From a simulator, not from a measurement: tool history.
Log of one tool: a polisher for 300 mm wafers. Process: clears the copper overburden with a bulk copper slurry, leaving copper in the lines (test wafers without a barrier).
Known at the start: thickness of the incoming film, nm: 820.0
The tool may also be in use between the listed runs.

run  hour  flow of slurry (ml/min)  pressure of the wafer on the pad (psi)  speed of the pad under the wafer (m/s)  abrasive content of the slurry  overpolish time after the end point (s)  time until the end point was called (s)  dishing of a wide line in a test structure (Å)
  1     0                      245                                     2.5                                    1.06                               1                                       25                                   102.66                                          942.36
  2   4.5                      245                                     2.5                                    1.06                             0.9                                       25                                   104.71                                          945.32
  3   8.5                      245                                     2.1                                    1.06                             0.9                                       25                                   124.37                                          831.05
  4  15.3                      245                                       2                                    1.06                             0.9                                       22                                   131.62                                          745.17
  5    22                      245                                       2                                    1.06                             0.9                                       20                                   128.09                                          713.25
  6  23.5                      245                                       2                                    1.06                             0.9                                       12                                   131.38                                          487.22

Forecast run 7:
  7  31.7                      245                                       2                                    1.06                             0.9                                       13                                        ?                                               ?

time until the end point was called (s): 131.93
dishing of a wide line in a test structure (Å): 514.05

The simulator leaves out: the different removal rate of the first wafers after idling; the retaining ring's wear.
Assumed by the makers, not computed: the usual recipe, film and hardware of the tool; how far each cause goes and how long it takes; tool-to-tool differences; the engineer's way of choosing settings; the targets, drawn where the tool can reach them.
